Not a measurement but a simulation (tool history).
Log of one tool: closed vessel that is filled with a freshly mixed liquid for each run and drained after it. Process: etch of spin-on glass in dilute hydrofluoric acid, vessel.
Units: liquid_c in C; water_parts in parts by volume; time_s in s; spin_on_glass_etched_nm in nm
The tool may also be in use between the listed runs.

Run 1, hour 0: liquid_c 24 C, water_parts 70 parts by volume, time_s 85 s. Result: spin_on_glass_etched_nm 48.171 nm.
Run 2, hour 4.5: liquid_c 25.5 C, water_parts 70 parts by volume, time_s 85 s. Result: spin_on_glass_etched_nm 51.475 nm.
Run 3, hour 12.7: liquid_c 23.5 C, water_parts 75 parts by volume, time_s 85 s. Result: spin_on_glass_etched_nm 43.836 nm.
Run 4, hour 21.7: liquid_c 23.5 C, water_parts 75 parts by volume, time_s 90 s. Result: spin_on_glass_etched_nm 45.968 nm.
Run 5, hour 24.2: liquid_c 23.5 C, water_parts 65 parts by volume, time_s 90 s. Result: spin_on_glass_etched_nm 55.009 nm.
Run 6, hour 30.3: liquid_c 23.5 C, water_parts 80 parts by volume, time_s 90 s. Result: spin_on_glass_etched_nm 43.914 nm.

The next listed run, before its measurement:
Run 7, hour 31.9: liquid_c 22 C, water_parts 85 parts by volume, time_s 90 s. Result: spin_on_glass_etched_nm ?.

Run 7 gave spin_on_glass_etched_nm 38.086 nm.

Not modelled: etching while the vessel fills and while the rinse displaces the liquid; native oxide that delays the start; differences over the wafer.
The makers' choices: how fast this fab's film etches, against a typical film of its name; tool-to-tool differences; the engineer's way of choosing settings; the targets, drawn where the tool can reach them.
